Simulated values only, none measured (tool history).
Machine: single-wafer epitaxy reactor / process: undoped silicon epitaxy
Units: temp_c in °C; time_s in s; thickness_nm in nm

| run | hour | temp_c | time_s | thickness_nm |
|---|---|---|---|---|
| 1 | 0.0 | 640 | 233 | 26.453 |
| 2 | 4.7 | 642 | 233 | 27.895 |
| 3 | 7.6 | 643 | 233 | 28.678 |
| 4 | 15.0 | 650 | 233 | 33.838 |
| 5 | 23.0 | 650 | 203 | 29.432 |
| 6 | 28.6 | 651 | 203 | 30.377 |
| 7 | 34.9 | 652 | 203 | 31.334 |

For run 8, what comes out?
| 8 | 39.8 | 653 | 203 | ? |

thickness_nm: 31.889 nm

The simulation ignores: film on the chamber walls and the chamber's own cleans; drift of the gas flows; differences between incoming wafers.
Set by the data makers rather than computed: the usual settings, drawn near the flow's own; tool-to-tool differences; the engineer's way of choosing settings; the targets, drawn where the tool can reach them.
